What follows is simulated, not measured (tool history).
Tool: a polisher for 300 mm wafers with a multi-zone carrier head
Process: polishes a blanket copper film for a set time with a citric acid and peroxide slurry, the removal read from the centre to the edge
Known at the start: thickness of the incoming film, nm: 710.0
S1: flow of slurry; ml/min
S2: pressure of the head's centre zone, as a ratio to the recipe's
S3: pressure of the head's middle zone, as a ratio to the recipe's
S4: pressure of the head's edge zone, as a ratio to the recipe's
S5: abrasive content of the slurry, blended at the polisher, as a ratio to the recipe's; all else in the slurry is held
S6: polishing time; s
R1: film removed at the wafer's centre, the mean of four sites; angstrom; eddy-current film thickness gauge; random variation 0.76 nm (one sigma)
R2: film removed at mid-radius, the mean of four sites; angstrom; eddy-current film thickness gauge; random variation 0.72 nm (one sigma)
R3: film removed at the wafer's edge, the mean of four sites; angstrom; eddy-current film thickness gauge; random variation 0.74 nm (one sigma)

run,hour,S1,S2,S3,S4,S5,S6,R1,R2,R3
1,0.0,255,1.00,1.00,1.00,1.00,53,850.15,861.64,864.24
2,0.8,255,0.97,1.00,0.96,0.85,51,782.28,783.23,792.34
3,7.1,255,1.00,1.00,0.96,0.85,51,790.63,797.46,792.73
4,11.5,250,0.97,1.03,0.93,0.75,49,721.40,743.81,733.68
5,20.1,245,0.95,1.05,0.90,0.70,48,689.33,733.37,679.00
6,21.4,245,0.95,1.05,0.90,0.85,48,709.61,785.63,716.53

The next listed run, before its measurement:
7,23.2,240,0.92,1.04,0.88,0.80,48,?,?,?

{"run 7": {"R1": 686.55, "R2": 755.97, "R3": 695.64}}
